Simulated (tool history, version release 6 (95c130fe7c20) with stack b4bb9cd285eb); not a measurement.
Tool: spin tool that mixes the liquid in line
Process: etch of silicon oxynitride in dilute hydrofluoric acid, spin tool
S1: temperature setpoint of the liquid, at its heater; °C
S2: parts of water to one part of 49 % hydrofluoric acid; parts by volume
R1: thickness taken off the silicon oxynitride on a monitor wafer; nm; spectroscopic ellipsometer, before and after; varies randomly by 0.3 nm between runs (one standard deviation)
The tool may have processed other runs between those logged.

{"run": 1, "hour": 0.0, "S1": 23, "S2": 95, "time under the liquid (s)": 265, "R1": 8.5234}
{"run": 2, "hour": 5.1, "S1": 23, "S2": 95, "time under the liquid (s)": 265, "R1": 8.6177}
{"run": 3, "hour": 11.2, "S1": 23, "S2": 95, "time under the liquid (s)": 265, "R1": 8.5012}
{"run": 4, "hour": 14.3, "S1": 23, "S2": 95, "time under the liquid (s)": 265, "R1": 8.6914}
{"run": 5, "hour": 22.0, "S1": 23, "S2": 115, "time under the liquid (s)": 265, "R1": 6.9605}
{"run": 6, "hour": 28.3, "S1": 25.5, "S2": 85, "time under the liquid (s)": 270, "R1": 11.113}

Estimate the outcome of run 7 from the log above:
{"run": 7, "hour": 36.0, "S1": 27.5, "S2": 65, "time under the liquid (s)": 275, "R1": "?"}

{"run 7": {"R1": 16.488}}
